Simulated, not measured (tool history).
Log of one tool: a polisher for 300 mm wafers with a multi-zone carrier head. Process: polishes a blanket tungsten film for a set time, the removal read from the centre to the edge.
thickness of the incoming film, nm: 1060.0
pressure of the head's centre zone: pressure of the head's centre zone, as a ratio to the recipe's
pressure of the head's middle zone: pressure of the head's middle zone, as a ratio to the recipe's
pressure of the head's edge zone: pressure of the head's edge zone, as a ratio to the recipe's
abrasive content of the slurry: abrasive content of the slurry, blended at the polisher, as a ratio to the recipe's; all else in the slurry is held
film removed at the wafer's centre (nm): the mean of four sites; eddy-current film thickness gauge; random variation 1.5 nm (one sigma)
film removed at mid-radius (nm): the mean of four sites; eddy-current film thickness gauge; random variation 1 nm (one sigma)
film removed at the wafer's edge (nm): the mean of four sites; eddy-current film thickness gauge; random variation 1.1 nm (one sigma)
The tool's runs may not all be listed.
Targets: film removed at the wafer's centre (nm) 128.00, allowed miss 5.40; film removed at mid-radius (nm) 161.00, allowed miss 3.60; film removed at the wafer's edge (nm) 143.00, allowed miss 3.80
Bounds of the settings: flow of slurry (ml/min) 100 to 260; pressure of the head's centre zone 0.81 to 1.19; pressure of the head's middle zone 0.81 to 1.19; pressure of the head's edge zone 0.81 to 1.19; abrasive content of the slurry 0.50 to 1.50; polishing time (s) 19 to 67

| run | day | flow of slurry (ml/min) | pressure of the head's centre zone | pressure of the head's middle zone | pressure of the head's edge zone | abrasive content of the slurry | polishing time (s) | film removed at the wafer's centre (nm) | film removed at mid-radius (nm) | film removed at the wafer's edge (nm) |
|---|---|---|---|---|---|---|---|---|---|---|
| 1 | 0.000 | 165 | 1.00 | 1.00 | 1.00 | 1.00 | 43 | 190.89 | 194.40 | 191.99 |
| 2 | 0.179 | 160 | 0.98 | 1.01 | 0.98 | 0.90 | 43 | 187.81 | 195.17 | 189.08 |
| 3 | 0.462 | 155 | 0.96 | 1.02 | 0.97 | 0.85 | 42 | 176.72 | 186.50 | 182.31 |
| 4 | 0.829 | 155 | 0.96 | 1.02 | 0.92 | 0.85 | 42 | 177.25 | 188.17 | 177.74 |
| 5 | 0.908 | 155 | 0.94 | 1.03 | 0.91 | 0.80 | 41 | 168.21 | 183.54 | 167.91 |
| 6 | 1.046 | 155 | 0.94 | 0.95 | 0.91 | 0.80 | 41 | 166.65 | 172.32 | 170.11 |
| 7 | 1.308 | 150 | 0.92 | 0.97 | 0.90 | 0.75 | 40 | 159.77 | 168.97 | 162.88 |
| 8 | 1.583 | 145 | 0.90 | 0.99 | 0.90 | 0.70 | 40 | 152.97 | 169.39 | 161.67 |

Which of these 5 next moves meets every target?
| A | 1.858 | 115 | 0.99 | 1.10 | 0.83 | 0.60 | 37 | ? | ? | ? |
| B | 1.858 | 125 | 0.81 | 1.08 | 0.86 | 0.50 | 36 | ? | ? | ? |
| C | 1.858 | 155 | 0.81 | 1.02 | 0.82 | 0.50 | 38 | ? | ? | ? |
| D | 1.858 | 160 | 0.93 | 1.11 | 0.83 | 0.75 | 34 | ? | ? | ? |
| E | 1.858 | 120 | 0.81 | 1.14 | 0.98 | 0.65 | 35 | ? | ? | ? |

| move | film removed at the wafer's centre (nm) | film removed at mid-radius (nm) | film removed at the wafer's edge (nm) |
|---|---|---|---|
| A | 148.14 | 161.81 | 138.10 |
| B | 117.33 | 154.31 | 135.23 |
| C | 128.75 | 160.61 | 143.37 |
| D | 139.62 | 162.53 | 135.46 |
| E | 116.57 | 160.63 | 143.00 |
A: takes the result that was furthest off past its target
B: takes the result that was furthest off past its target
C: meets every target
D: takes the result that was furthest off past its target
E: brings the result that was furthest off to its target, and leaves another outside
The right move is C.
